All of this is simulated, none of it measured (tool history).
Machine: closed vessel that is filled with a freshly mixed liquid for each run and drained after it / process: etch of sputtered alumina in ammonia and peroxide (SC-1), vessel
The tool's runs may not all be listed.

| run | hour | temperature setpoint of the liquid (K) | parts of 29 % ammonia solution to one part of 30 % peroxide (parts by volume) | time in the liquid (s) | thickness taken off the sputtered alumina on a monitor wafer (angstrom) |
|---|---|---|---|---|---|
| 1 | 0.0 | 331.15 | 0.80 | 320 | 299.97 |
| 2 | 4.3 | 327.15 | 0.80 | 320 | 240.10 |
| 3 | 8.1 | 324.65 | 0.80 | 320 | 214.65 |
| 4 | 9.0 | 322.65 | 0.80 | 320 | 192.75 |
| 5 | 14.4 | 322.65 | 0.95 | 320 | 193.30 |
| 6 | 15.2 | 321.15 | 0.95 | 320 | 178.37 |
| 7 | 18.8 | 320.15 | 0.95 | 320 | 170.10 |

The next listed run, before its measurement:
| 8 | 27.4 | 319.15 | 0.95 | 320 | ? |

{"run 8": {"thickness taken off the sputtered alumina on a monitor wafer (angstrom)": 157.82}}
